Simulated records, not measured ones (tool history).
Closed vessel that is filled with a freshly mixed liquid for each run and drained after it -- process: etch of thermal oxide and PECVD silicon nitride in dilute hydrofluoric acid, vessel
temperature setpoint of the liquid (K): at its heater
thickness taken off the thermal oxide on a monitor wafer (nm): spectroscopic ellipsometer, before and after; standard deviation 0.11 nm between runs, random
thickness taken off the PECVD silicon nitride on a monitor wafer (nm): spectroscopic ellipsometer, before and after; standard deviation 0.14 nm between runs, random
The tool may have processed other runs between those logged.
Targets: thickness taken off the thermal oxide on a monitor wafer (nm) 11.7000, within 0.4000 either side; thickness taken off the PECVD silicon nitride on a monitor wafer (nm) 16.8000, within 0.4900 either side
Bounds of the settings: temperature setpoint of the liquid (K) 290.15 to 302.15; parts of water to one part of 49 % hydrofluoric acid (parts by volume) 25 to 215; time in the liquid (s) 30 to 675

run  hour  temperature setpoint of the liquid (K)  parts of water to one part of 49 % hydrofluoric acid (parts by volume)  time in the liquid (s)  thickness taken off the thermal oxide on a monitor wafer (nm)  thickness taken off the PECVD silicon nitride on a monitor wafer (nm)
  1   0.0                                  294.15                                                                     120                     345                                                        11.1790                                                                12.1240
  2   8.8                                  290.65                                                                     120                     345                                                         9.7380                                                                 9.7005
  3  11.2                                  293.15                                                                     130                     350                                                         9.6911                                                                10.7820
  4  18.5                                  295.15                                                                     135                     355                                                        10.1370                                                                11.9990
  5  25.1                                  296.65                                                                     135                     355                                                        10.7640                                                                13.1980
  6  32.0                                  296.65                                                                     135                     210                                                         6.4120                                                                 7.8438
  7  40.6                                  298.15                                                                     130                     220                                                         7.5635                                                                 9.4512
  8  46.4                                  299.15                                                                     125                     235                                                         8.6169                                                                11.0680
  9  50.0                                  299.65                                                                     125                     245                                                         9.2076                                                                12.0600
 10  54.4                                  300.15                                                                     125                     250                                                         9.7237                                                                12.6300
 11  58.8                                  300.15                                                                     125                     250                                                         9.6228                                                                12.6360
 12  62.5                                  300.65                                                                     125                     255                                                        10.1200                                                                13.1790
 13  71.4                                  301.15                                                                     125                     265                                                        10.6280                                                                14.2350

4 candidate next runs follow, results not yet known. Just one meets every target within its allowed miss. Identify it.
  A  80.3                                  291.65                                                                      65                     195                                                              ?                                                                      ?
  B  80.3                                  296.65                                                                      75                     200                                                              ?                                                                      ?
  C  80.3                                  298.15                                                                      95                     210                                                              ?                                                                      ?
  D  80.3                                  302.15                                                                     150                     350                                                              ?                                                                      ?

move  thickness taken off the thermal oxide on a monitor wafer (nm)  thickness taken off the PECVD silicon nitride on a monitor wafer (nm)
   A                                                        10.8610                                                                10.7020
   B                                                        11.7410                                                                13.4330
   C                                                        10.0760                                                                12.3380
   D                                                        11.5380                                                                16.8100
A: misses by more than the last run did
B: misses by more than the last run did
C: misses by more than the last run did
D: in spec on every target
So the answer is move D, the one that meets all the targets.
